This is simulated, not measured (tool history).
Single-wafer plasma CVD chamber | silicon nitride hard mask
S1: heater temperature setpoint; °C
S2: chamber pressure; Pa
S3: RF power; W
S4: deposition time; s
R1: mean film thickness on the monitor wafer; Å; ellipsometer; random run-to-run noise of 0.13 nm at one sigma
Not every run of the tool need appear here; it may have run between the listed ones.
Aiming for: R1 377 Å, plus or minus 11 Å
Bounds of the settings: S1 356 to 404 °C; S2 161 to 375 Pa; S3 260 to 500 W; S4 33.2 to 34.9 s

run 1 day=0 | S1=380 S2=268 S3=380 S4=34.9 | R1=485.86
run 2 day=0.296 | S1=373 S2=268 S3=380 S4=34.9 | R1=488.51
run 3 day=0.496 | S1=373 S2=251 S3=380 S4=34.9 | R1=483.07
run 4 day=0.729 | S1=374 S2=240 S3=345 S4=34.4 | R1=430.8
run 5 day=1.042 | S1=374 S2=225 S3=335 S4=34.3 | R1=411.72
run 6 day=1.225 | S1=374 S2=225 S3=335 S4=33.2 | R1=397.76
run 7 day=1.525 | S1=374 S2=217 S3=335 S4=33.2 | R1=394.11
run 8 day=1.6 | S1=374 S2=211 S3=335 S4=33.2 | R1=393.03
run 9 day=1.754 | S1=374 S2=204 S3=335 S4=33.2 | R1=389.9
run 10 day=2.092 | S1=374 S2=199 S3=335 S4=33.2 | R1=388.61

Exercise: of the 4 proposed moves below, exactly one satisfies all targets within the stated allowed misses. Which move is it?
run A day=2.429 | S1=374 S2=187 S3=340 S4=33.9 | R1=?
run B day=2.429 | S1=367 S2=240 S3=325 S4=33.8 | R1=?
run C day=2.429 | S1=367 S2=220 S3=330 S4=33.2 | R1=?
run D day=2.429 | S1=370 S2=249 S3=295 S4=34.9 | R1=?

move=A R1=399.79
move=B R1=401.9
move=C R1=394
move=D R1=375.67
A: further off than the last run
B: further off than the last run
C: further off than the last run
D: all results land within tolerance of their targets
So the answer is move D, the one that meets all the targets.
